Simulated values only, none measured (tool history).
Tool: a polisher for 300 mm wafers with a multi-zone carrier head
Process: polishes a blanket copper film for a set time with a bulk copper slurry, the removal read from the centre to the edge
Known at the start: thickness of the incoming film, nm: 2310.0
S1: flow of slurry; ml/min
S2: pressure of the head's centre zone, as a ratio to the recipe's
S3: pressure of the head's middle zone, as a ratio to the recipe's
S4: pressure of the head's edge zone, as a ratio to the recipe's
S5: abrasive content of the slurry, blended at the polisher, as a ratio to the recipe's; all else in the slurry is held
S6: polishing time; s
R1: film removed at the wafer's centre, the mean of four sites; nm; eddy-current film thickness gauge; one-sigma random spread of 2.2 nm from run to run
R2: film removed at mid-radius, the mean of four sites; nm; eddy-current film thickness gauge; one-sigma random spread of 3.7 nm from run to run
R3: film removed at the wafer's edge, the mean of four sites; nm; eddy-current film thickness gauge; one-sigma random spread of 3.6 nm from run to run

| run | hour | S1 | S2 | S3 | S4 | S5 | S6 | R1 | R2 | R3 |
|---|---|---|---|---|---|---|---|---|---|---|
| 1 | 0.0 | 295 | 1.00 | 1.00 | 1.00 | 1.00 | 50 | 462.30 | 465.23 | 472.03 |
| 2 | 6.0 | 290 | 0.99 | 0.98 | 0.99 | 0.95 | 50 | 453.38 | 458.61 | 463.60 |
| 3 | 7.7 | 290 | 0.99 | 1.02 | 0.99 | 0.95 | 50 | 454.11 | 474.88 | 469.72 |
| 4 | 8.5 | 285 | 0.98 | 1.00 | 0.99 | 0.90 | 50 | 448.59 | 454.42 | 459.19 |
| 5 | 14.6 | 280 | 0.96 | 0.99 | 0.99 | 0.85 | 50 | 434.07 | 455.01 | 465.87 |
| 6 | 17.6 | 355 | 0.96 | 0.99 | 0.99 | 0.85 | 50 | 442.39 | 448.58 | 466.08 |
| 7 | 23.0 | 355 | 0.95 | 0.98 | 0.98 | 0.80 | 50 | 434.85 | 448.67 | 456.46 |

Forecast run 8:
| 8 | 30.9 | 355 | 0.94 | 0.97 | 0.98 | 0.75 | 49 | ? | ? | ? |

R1: 419.40 nm
R2: 438.93 nm
R3: 435.54 nm
